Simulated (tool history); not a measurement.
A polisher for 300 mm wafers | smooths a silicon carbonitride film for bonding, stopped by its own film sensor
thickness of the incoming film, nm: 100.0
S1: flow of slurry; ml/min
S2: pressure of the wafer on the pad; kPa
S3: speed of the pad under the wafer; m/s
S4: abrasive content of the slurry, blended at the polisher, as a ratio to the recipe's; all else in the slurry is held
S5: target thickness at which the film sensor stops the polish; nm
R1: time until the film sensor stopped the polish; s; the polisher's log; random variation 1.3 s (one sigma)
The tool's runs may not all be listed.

{"run": 1, "day": 0.0, "S1": 210, "S2": 15.9, "S3": 1.04, "S4": 1, "S5": 88, "R1": 33.109}
{"run": 2, "day": 0.2, "S1": 210, "S2": 13.8, "S3": 0.98, "S4": 1, "S5": 88, "R1": 39.135}
{"run": 3, "day": 0.392, "S1": 245, "S2": 13.8, "S3": 0.98, "S4": 1, "S5": 88, "R1": 37.622}
{"run": 4, "day": 0.742, "S1": 240, "S2": 12.4, "S3": 0.92, "S4": 1, "S5": 88, "R1": 45.805}
{"run": 5, "day": 0.854, "S1": 240, "S2": 11, "S3": 0.9, "S4": 1, "S5": 88, "R1": 49.381}
{"run": 6, "day": 1.017, "S1": 240, "S2": 11, "S3": 0.9, "S4": 1.2, "S5": 88, "R1": 47.294}

Run 7 comes next. What will it give?
{"run": 7, "day": 1.262, "S1": 240, "S2": 10.3, "S3": 0.86, "S4": 1.2, "S5": 88, "R1": "?"}

Run 7 gave R1 48.65 s.
